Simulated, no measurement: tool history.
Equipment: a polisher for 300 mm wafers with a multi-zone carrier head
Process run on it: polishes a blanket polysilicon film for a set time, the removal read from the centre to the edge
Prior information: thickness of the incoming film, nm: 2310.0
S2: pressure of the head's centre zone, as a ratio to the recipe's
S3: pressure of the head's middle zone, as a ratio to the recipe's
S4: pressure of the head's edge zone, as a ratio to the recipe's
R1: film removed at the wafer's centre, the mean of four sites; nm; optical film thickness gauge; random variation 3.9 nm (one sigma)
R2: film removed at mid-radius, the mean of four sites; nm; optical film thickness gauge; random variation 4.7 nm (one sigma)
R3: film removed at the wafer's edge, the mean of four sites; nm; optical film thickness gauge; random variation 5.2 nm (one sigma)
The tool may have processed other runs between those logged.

run 1 hour=0.0 | flow_of_slurry_(ml/min)=175 S2=1.00 S3=1.00 S4=1.00 polishing_time_(s)=86 | R1=520.99 R2=514.84 R3=540.83
run 2 hour=1.7 | flow_of_slurry_(ml/min)=175 S2=1.00 S3=0.97 S4=1.00 polishing_time_(s)=86 | R1=521.62 R2=508.49 R3=536.49
run 3 hour=9.1 | flow_of_slurry_(ml/min)=165 S2=1.00 S3=0.93 S4=1.00 polishing_time_(s)=85 | R1=501.37 R2=474.94 R3=516.45
run 4 hour=17.1 | flow_of_slurry_(ml/min)=185 S2=1.00 S3=0.93 S4=1.00 polishing_time_(s)=85 | R1=516.13 R2=489.78 R3=530.27
run 5 hour=17.7 | flow_of_slurry_(ml/min)=215 S2=1.00 S3=0.93 S4=1.00 polishing_time_(s)=85 | R1=548.41 R2=507.74 R3=549.63
run 6 hour=23.2 | flow_of_slurry_(ml/min)=200 S2=1.01 S3=0.91 S4=0.99 polishing_time_(s)=85 | R1=532.50 R2=485.72 R3=534.40

For run 7, what comes out?
run 7 hour=28.3 | flow_of_slurry_(ml/min)=190 S2=1.01 S3=0.90 S4=0.98 polishing_time_(s)=85 | R1=? R2=? R3=?

R1: 529.17 nm
R2: 478.37 nm
R3: 539.72 nm
